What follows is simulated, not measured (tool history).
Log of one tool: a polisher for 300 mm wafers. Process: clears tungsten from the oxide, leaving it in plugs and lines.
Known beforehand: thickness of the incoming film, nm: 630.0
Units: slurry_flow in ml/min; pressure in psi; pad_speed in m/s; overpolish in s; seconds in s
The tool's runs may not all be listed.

{"run": 1, "hour": 0.0, "slurry_flow": 295, "pressure": 4.4, "pad_speed": 1.32, "slurry_solids": 1.0, "overpolish": 47, "seconds": 101.64}
{"run": 2, "hour": 7.5, "slurry_flow": 295, "pressure": 4.2, "pad_speed": 1.32, "slurry_solids": 1.0, "overpolish": 47, "seconds": 105.37}
{"run": 3, "hour": 9.2, "slurry_flow": 295, "pressure": 4.0, "pad_speed": 1.32, "slurry_solids": 1.0, "overpolish": 47, "seconds": 110.16}
{"run": 4, "hour": 10.6, "slurry_flow": 240, "pressure": 4.0, "pad_speed": 1.32, "slurry_solids": 1.0, "overpolish": 47, "seconds": 110.56}
{"run": 5, "hour": 14.3, "slurry_flow": 240, "pressure": 4.0, "pad_speed": 1.32, "slurry_solids": 0.85, "overpolish": 47, "seconds": 117.03}
{"run": 6, "hour": 22.7, "slurry_flow": 240, "pressure": 4.0, "pad_speed": 1.32, "slurry_solids": 0.95, "overpolish": 47, "seconds": 115.46}
{"run": 7, "hour": 30.4, "slurry_flow": 240, "pressure": 3.9, "pad_speed": 1.32, "slurry_solids": 0.95, "overpolish": 47, "seconds": 115.86}

What does the tool deliver on the next run?
{"run": 8, "hour": 35.9, "slurry_flow": 240, "pressure": 3.8, "pad_speed": 1.32, "slurry_solids": 0.95, "overpolish": 47, "seconds": "?"}

seconds: 118.52 s
